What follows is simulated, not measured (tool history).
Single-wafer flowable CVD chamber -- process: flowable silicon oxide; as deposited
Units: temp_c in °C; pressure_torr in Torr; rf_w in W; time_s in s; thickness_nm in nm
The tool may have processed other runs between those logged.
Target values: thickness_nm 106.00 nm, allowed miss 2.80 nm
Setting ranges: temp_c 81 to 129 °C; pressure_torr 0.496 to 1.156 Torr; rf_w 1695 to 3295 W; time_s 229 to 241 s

| run | day | temp_c | pressure_torr | rf_w | time_s | thickness_nm |
|---|---|---|---|---|---|---|
| 1 | 0.000 | 105 | 0.826 | 2495 | 241 | 142.39 |
| 2 | 0.367 | 99 | 0.826 | 2495 | 241 | 171.66 |
| 3 | 0.542 | 99 | 0.826 | 2495 | 241 | 171.06 |
| 4 | 0.867 | 104 | 0.825 | 2495 | 241 | 147.75 |
| 5 | 1.162 | 99 | 0.825 | 2495 | 241 | 170.45 |
| 6 | 1.292 | 104 | 0.823 | 2495 | 241 | 147.16 |
| 7 | 1.562 | 108 | 0.822 | 2495 | 241 | 131.02 |
| 8 | 1.738 | 110 | 0.821 | 2495 | 241 | 123.94 |
| 9 | 1.896 | 112 | 0.820 | 2495 | 241 | 116.04 |
| 10 | 2.158 | 113 | 0.820 | 2495 | 241 | 113.18 |
| 11 | 2.525 | 114 | 0.820 | 2495 | 241 | 110.37 |
| 12 | 2.783 | 114 | 0.820 | 2495 | 241 | 110.07 |

Which single option among these 4 for the next run brings every result within its allowed miss of target? Just one does.
| A | 3.042 | 121 | 1.019 | 2425 | 241 | ? |
| B | 3.042 | 109 | 0.762 | 2555 | 235 | ? |
| C | 3.042 | 122 | 1.028 | 2280 | 236 | ? |
| D | 3.042 | 112 | 0.822 | 2430 | 236 | ? |

| move | thickness_nm |
|---|---|
| A | 111.69 |
| B | 115.39 |
| C | 106.14 |
| D | 113.51 |
A: its largest miss is bigger than the last run's
B: its largest miss is bigger than the last run's
C: each result inside its tolerance
D: its largest miss is bigger than the last run's
So the answer is move C, the one that meets all the targets.
